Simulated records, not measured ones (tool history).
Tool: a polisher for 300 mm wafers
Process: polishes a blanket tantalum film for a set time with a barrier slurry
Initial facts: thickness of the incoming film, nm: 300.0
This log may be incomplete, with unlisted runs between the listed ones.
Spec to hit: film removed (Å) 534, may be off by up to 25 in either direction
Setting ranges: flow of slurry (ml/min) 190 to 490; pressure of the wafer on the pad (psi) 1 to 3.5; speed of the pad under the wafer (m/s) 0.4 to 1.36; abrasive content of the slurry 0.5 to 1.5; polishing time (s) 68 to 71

run  hour  flow of slurry (ml/min)  pressure of the wafer on the pad (psi)  speed of the pad under the wafer (m/s)  abrasive content of the slurry  polishing time (s)  film removed (Å)
  1     0                      315                                     2.2                                    0.88                               1                  68            1004.1
  2   8.6                      315                                     2.7                                    0.88                               1                  68            1177.5
  3  11.1                      315                                     2.7                                    0.88                            0.85                  68            1121.2
  4  14.8                      315                                     2.5                                    0.86                            0.85                  68            1037.7
  5  21.6                      315                                     2.5                                    0.86                            0.75                  68            994.27
  6  26.9                      380                                     2.5                                    0.86                            0.75                  68            997.69
  7  31.9                      380                                     2.5                                    0.86                            0.75                  68            1007.9
  8  33.7                      380                                     1.9                                    0.82                            0.75                  68            782.63
     34.9  -- slurry nozzle cleaned
  9  34.9                      380                                     1.8                                    0.82                            0.75                  68            762.21
 10  42.5                      380                                     1.7                                     0.8                            0.75                  68            719.34
 11  46.1                      380                                     1.6                                     0.8                            0.75                  68            703.75
 12  46.7                      380                                       1                                    0.76                            0.75                  68            503.19

Exactly one of the 5 candidate moves below puts every result within its allowed miss. Which one?
  A  47.3                      490                                     1.2                                     0.9                             0.5                  70                 ?
  B  47.3                      345                                       1                                    0.92                            0.55                  68                 ?
  C  47.3                      370                                     1.1                                    0.86                            0.75                  70                 ?
  D  47.3                      390                                     1.1                                    0.82                            0.85                  71                 ?
  E  47.3                      465                                     1.4                                    0.74                            0.75                  69                 ?

move  film removed (Å)
   A            594.87
   B            533.49
   C            600.46
   D            607.83
   E             618.2
A: pushes the last run's worst result past its target
B: each result inside its tolerance
C: pushes the last run's worst result past its target
D: pushes the last run's worst result past its target
E: pushes the last run's worst result past its target
B is the move that brings every result within its allowed miss.
